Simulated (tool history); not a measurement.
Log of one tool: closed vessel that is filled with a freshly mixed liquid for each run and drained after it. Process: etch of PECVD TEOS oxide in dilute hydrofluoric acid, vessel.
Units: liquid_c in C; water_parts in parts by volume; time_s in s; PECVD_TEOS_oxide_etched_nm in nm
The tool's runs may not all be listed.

Run 1, day 0: liquid_c 24 C, water_parts 265 parts by volume, time_s 565 s. Result: PECVD_TEOS_oxide_etched_nm 21.675 nm.
Run 2, day 0.042: liquid_c 24.5 C, water_parts 245 parts by volume, time_s 565 s. Result: PECVD_TEOS_oxide_etched_nm 24.365 nm.
Run 3, day 0.162: liquid_c 25 C, water_parts 225 parts by volume, time_s 565 s. Result: PECVD_TEOS_oxide_etched_nm 27.786 nm.
Run 4, day 0.221: liquid_c 25 C, water_parts 225 parts by volume, time_s 565 s. Result: PECVD_TEOS_oxide_etched_nm 28.135 nm.
Run 5, day 0.604: liquid_c 25.5 C, water_parts 210 parts by volume, time_s 565 s. Result: PECVD_TEOS_oxide_etched_nm 30.83 nm.
Run 6, day 0.842: liquid_c 25.5 C, water_parts 170 parts by volume, time_s 565 s. Result: PECVD_TEOS_oxide_etched_nm 38.908 nm.
Run 7, day 1.096: liquid_c 29.5 C, water_parts 75 parts by volume, time_s 565 s. Result: PECVD_TEOS_oxide_etched_nm 118.61 nm.
Run 8, day 1.392: liquid_c 29 C, water_parts 75 parts by volume, time_s 565 s. Result: PECVD_TEOS_oxide_etched_nm 113.65 nm.
Run 9, day 1.583: liquid_c 28.5 C, water_parts 75 parts by volume, time_s 565 s. Result: PECVD_TEOS_oxide_etched_nm 111.26 nm.
Run 10, day 1.621: liquid_c 28 C, water_parts 75 parts by volume, time_s 565 s. Result: PECVD_TEOS_oxide_etched_nm 108.86 nm.
Run 11, day 1.679: liquid_c 27.5 C, water_parts 75 parts by volume, time_s 565 s. Result: PECVD_TEOS_oxide_etched_nm 109.47 nm.
Run 12, day 1.742: liquid_c 27.5 C, water_parts 75 parts by volume, time_s 565 s. Result: PECVD_TEOS_oxide_etched_nm 109.04 nm.
Run 13, day 2.108: liquid_c 26.5 C, water_parts 75 parts by volume, time_s 565 s. Result: PECVD_TEOS_oxide_etched_nm 103.24 nm.
Run 14, day 2.446: liquid_c 25.5 C, water_parts 75 parts by volume, time_s 565 s. Result: PECVD_TEOS_oxide_etched_nm 101.49 nm.
Run 15, day 2.758: liquid_c 25 C, water_parts 75 parts by volume, time_s 565 s. Result: PECVD_TEOS_oxide_etched_nm 97.8 nm.
Run 16, day 2.854: liquid_c 24.5 C, water_parts 75 parts by volume, time_s 565 s. Result: PECVD_TEOS_oxide_etched_nm 96.902 nm.
Run 17, day 3.033: liquid_c 24 C, water_parts 75 parts by volume, time_s 565 s. Result: PECVD_TEOS_oxide_etched_nm 94.581 nm.

Run 18 comes next. What will it give?
Run 18, day 3.288: liquid_c 23.5 C, water_parts 75 parts by volume, time_s 565 s. Result: PECVD_TEOS_oxide_etched_nm ?.

Run 18 gave PECVD_TEOS_oxide_etched_nm 93.172 nm.
